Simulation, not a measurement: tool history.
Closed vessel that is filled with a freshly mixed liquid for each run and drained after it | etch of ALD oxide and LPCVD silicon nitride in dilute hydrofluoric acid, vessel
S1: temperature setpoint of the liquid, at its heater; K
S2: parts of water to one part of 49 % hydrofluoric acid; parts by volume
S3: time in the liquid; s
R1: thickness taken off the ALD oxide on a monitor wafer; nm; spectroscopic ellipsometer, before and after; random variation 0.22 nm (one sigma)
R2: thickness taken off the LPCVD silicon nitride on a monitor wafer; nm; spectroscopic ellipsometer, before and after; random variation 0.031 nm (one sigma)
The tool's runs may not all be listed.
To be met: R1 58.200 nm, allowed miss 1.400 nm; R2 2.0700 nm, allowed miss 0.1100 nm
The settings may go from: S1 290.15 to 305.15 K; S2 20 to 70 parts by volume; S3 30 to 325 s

run	hour	S1	S2	S3	R1	R2
1	0.0	297.15	40	165	43.268	1.7871
2	2.0	296.65	35	165	48.561	1.9447
3	7.0	296.65	45	165	37.205	1.5655
4	13.4	295.15	45	165	34.965	1.3885
5	21.0	295.15	45	230	48.713	1.9619
6	26.1	295.15	45	195	41.352	1.6513
7	28.4	293.65	30	180	54.975	1.9992
8	30.0	293.15	25	180	64.980	2.2817
9	31.6	293.15	30	185	55.014	1.9786
10	40.1	293.15	30	190	56.905	2.0242

Which of these 4 next moves meets every target?
A	48.6	290.15	20	145	?	?
B	48.6	292.15	30	205	?	?
C	48.6	298.15	35	170	?	?
D	48.6	292.15	20	140	?	?

move	R1	R2
A	57.312	1.9008
B	58.248	2.1024
C	53.007	2.2714
D	60.430	2.1170
A: brings the result that was furthest off to its target, and leaves another outside
B: meets every target
C: further off than the last run
D: takes the result that was furthest off past its target
Answer: B
